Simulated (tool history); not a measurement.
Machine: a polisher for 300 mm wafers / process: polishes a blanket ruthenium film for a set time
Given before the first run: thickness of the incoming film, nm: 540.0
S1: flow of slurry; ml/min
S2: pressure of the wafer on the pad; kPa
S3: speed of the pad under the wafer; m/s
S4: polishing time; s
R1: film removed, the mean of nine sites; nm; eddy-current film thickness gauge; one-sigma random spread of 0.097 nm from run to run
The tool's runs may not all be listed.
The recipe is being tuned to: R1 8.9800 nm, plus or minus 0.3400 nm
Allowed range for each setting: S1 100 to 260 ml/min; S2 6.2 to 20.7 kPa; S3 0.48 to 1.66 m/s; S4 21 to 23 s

run	hour	S1	S2	S3	S4	R1
1	0.0	165	13.1	1.06	23	21.3040
2	5.9	165	15.9	1.06	23	25.5740
3	13.6	165	15.9	1.06	23	25.2970
4	18.9	160	12.4	0.92	23	17.4220
5	23.6	160	15.2	0.92	23	21.2660
6	25.6	160	12.4	0.92	23	17.2730
7	26.9	155	10.3	0.86	23	13.7010
8	29.8	155	10.3	0.86	23	13.5580
9	38.6	150	9.0	0.84	23	11.5660
10	41.2	140	8.3	0.84	23	10.5600
11	46.2	130	8.3	0.84	23	10.3080
12	48.1	120	8.3	0.84	23	10.4260
13	51.3	115	7.6	0.84	23	9.5751
14	51.9	110	7.6	0.84	23	9.3671

Which one of the following 4 next-run settings gets every result inside its allowed miss? There is exactly one.
A	52.5	110	7.6	0.88	23	?
B	52.5	105	9.0	0.82	21	?
C	52.5	120	6.9	0.92	23	?
D	52.5	130	8.3	0.78	21	?

move	R1
A	9.8331
B	9.7522
C	9.5231
D	8.9375
A: its largest miss is bigger than the last run's
B: its largest miss is bigger than the last run's
C: its largest miss is bigger than the last run's
D: every result within its allowed miss
Go with D: it meets all targets.
